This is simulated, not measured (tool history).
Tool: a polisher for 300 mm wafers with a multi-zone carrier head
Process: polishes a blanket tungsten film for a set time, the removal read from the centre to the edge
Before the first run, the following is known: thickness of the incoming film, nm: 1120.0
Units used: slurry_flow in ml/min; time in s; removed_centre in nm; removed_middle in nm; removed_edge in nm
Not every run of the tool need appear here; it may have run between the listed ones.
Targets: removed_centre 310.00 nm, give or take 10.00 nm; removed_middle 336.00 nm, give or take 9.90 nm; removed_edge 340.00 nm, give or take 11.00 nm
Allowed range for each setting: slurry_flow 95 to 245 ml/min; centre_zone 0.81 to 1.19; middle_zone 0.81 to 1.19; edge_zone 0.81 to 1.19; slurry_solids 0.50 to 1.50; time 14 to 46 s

run	day	slurry_flow	centre_zone	middle_zone	edge_zone	slurry_solids	time	removed_centre	removed_middle	removed_edge
1	0.000	155	1.00	1.00	1.00	1.00	30	252.61	245.08	243.12
2	0.367	155	0.96	1.00	1.00	1.00	30	239.26	240.38	239.70
3	0.396	155	1.04	1.00	1.00	1.00	30	260.73	245.38	242.37
4	0.729	155	0.97	1.00	1.00	1.00	30	238.89	244.95	240.56
5	0.975	160	0.97	1.01	1.04	1.15	31	257.39	270.79	262.74
6	1.217	160	1.04	1.01	1.04	1.15	31	278.97	263.29	269.99
7	1.442	170	1.03	1.03	1.08	1.25	31	284.66	281.30	275.63
8	1.767	165	1.01	1.03	1.10	1.30	32	287.74	285.39	288.77
9	2.125	175	0.99	1.03	1.12	1.35	33	292.63	305.94	309.56
10	2.412	185	0.99	1.03	1.13	1.35	33	296.67	301.01	314.42
# day 2.633: worn pad replaced by a new one
11	2.633	195	0.99	1.05	1.14	1.40	33	328.94	338.30	337.98

5 next moves are on the table. One of them brings every result within its allowed miss. Which?
A	2.854	220	1.07	1.04	1.16	1.35	33	?	?	?
B	2.854	180	1.04	1.06	1.13	1.35	35	?	?	?
C	2.854	205	1.08	1.04	1.14	1.35	34	?	?	?
D	2.854	200	1.07	1.00	1.14	1.40	34	?	?	?
E	2.854	175	0.94	1.05	1.17	1.45	33	?	?	?

move	removed_centre	removed_middle	removed_edge
A	358.95	337.52	346.42
B	358.14	353.46	354.63
C	369.32	344.41	351.19
D	367.79	335.15	353.78
E	309.07	335.40	345.68
A: further off than the last run
B: further off than the last run
C: further off than the last run
D: further off than the last run
E: hits every target within its allowed miss
The move that meets every target is E.
